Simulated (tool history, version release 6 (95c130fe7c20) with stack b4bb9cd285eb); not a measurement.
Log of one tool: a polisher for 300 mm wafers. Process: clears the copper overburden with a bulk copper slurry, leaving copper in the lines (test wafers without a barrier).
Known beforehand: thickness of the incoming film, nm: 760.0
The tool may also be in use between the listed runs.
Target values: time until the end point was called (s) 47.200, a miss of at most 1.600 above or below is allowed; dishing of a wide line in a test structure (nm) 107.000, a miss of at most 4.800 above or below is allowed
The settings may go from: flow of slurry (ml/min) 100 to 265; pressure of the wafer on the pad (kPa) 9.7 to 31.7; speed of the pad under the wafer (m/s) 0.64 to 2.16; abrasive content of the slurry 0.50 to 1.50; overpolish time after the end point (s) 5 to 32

| run | hour | flow of slurry (ml/min) | pressure of the wafer on the pad (kPa) | speed of the pad under the wafer (m/s) | abrasive content of the slurry | overpolish time after the end point (s) | time until the end point was called (s) | dishing of a wide line in a test structure (nm) |
|---|---|---|---|---|---|---|---|---|
| 1 | 0.0 | 170 | 20.7 | 1.40 | 1.00 | 16 | 69.215 | 98.284 |
| 2 | 5.5 | 170 | 22.8 | 1.40 | 1.00 | 16 | 62.676 | 101.550 |
| 3 | 7.6 | 170 | 20.7 | 1.40 | 1.00 | 16 | 68.008 | 97.249 |
| 4 | 11.0 | 140 | 20.7 | 1.40 | 1.00 | 16 | 70.745 | 96.615 |
| 5 | 19.6 | 150 | 22.8 | 1.40 | 1.00 | 15 | 64.366 | 99.120 |
| 6 | 26.1 | 150 | 24.8 | 1.40 | 1.00 | 15 | 60.147 | 100.730 |
| 7 | 34.1 | 165 | 26.2 | 1.40 | 1.00 | 15 | 56.002 | 106.080 |
| 8 | 40.2 | 175 | 26.9 | 1.40 | 1.00 | 14 | 54.773 | 106.800 |
| 9 | 44.9 | 180 | 30.3 | 1.42 | 1.00 | 10 | 48.182 | 90.892 |

Which one of the following 5 next-run settings gets every result inside its allowed miss? There is exactly one.
| A | 49.6 | 160 | 31.0 | 1.58 | 1.15 | 15 | ? | ? |
| B | 49.6 | 195 | 31.0 | 1.52 | 0.80 | 12 | ? | ? |
| C | 49.6 | 185 | 31.7 | 1.48 | 1.05 | 15 | ? | ? |
| D | 49.6 | 200 | 31.7 | 1.46 | 0.95 | 15 | ? | ? |
| E | 49.6 | 165 | 28.3 | 1.58 | 1.00 | 10 | ? | ? |

| move | time until the end point was called (s) | dishing of a wide line in a test structure (nm) |
|---|---|---|
| A | 42.687 | 123.230 |
| B | 47.018 | 106.350 |
| C | 44.740 | 121.170 |
| D | 45.966 | 119.790 |
| E | 47.489 | 94.906 |
A: takes the result that was furthest off past its target
B: all results in spec
C: takes the result that was furthest off past its target
D: takes the result that was furthest off past its target
E: nearer the targets than the last run, but a result is still out of spec
Go with B: it meets all targets.

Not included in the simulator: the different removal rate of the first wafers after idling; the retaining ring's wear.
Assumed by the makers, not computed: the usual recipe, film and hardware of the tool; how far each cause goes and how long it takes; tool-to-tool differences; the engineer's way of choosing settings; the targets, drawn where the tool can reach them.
